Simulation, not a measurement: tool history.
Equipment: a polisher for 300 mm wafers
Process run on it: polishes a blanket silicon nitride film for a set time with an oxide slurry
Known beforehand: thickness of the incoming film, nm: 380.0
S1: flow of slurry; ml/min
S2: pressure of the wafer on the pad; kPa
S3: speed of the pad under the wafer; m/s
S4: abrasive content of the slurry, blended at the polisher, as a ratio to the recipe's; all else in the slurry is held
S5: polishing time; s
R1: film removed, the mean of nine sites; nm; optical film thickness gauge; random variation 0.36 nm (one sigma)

Run 1, hour 0.0: S1 155 ml/min, S2 20.7 kPa, S3 1.26 m/s, S4 1.0, S5 79 s. Result: R1 54.201 nm.
Run 2, hour 2.7: S1 155 ml/min, S2 20.7 kPa, S3 1.52 m/s, S4 1.0, S5 79 s. Result: R1 63.621 nm.
Run 3, hour 6.5: S1 155 ml/min, S2 20.7 kPa, S3 1.52 m/s, S4 1.1, S5 79 s. Result: R1 66.111 nm.
Run 4, hour 9.2: S1 155 ml/min, S2 20.7 kPa, S3 1.70 m/s, S4 1.1, S5 79 s. Result: R1 71.905 nm.
Run 5, hour 17.8: S1 155 ml/min, S2 16.5 kPa, S3 1.70 m/s, S4 1.1, S5 79 s. Result: R1 61.679 nm.
Run 6, hour 24.4: S1 155 ml/min, S2 16.5 kPa, S3 1.96 m/s, S4 1.1, S5 79 s. Result: R1 68.763 nm.
Run 7, hour 25.5: S1 150 ml/min, S2 15.2 kPa, S3 1.88 m/s, S4 1.1, S5 79 s. Result: R1 61.499 nm.
Run 8, hour 29.5: S1 145 ml/min, S2 13.8 kPa, S3 1.84 m/s, S4 1.1, S5 79 s. Result: R1 55.714 nm.

Predict the results of run 9:
Run 9, hour 37.6: S1 140 ml/min, S2 13.1 kPa, S3 1.82 m/s, S4 1.1, S5 79 s. Result: R1 ?.

{"run 9": {"R1": 54.138}}

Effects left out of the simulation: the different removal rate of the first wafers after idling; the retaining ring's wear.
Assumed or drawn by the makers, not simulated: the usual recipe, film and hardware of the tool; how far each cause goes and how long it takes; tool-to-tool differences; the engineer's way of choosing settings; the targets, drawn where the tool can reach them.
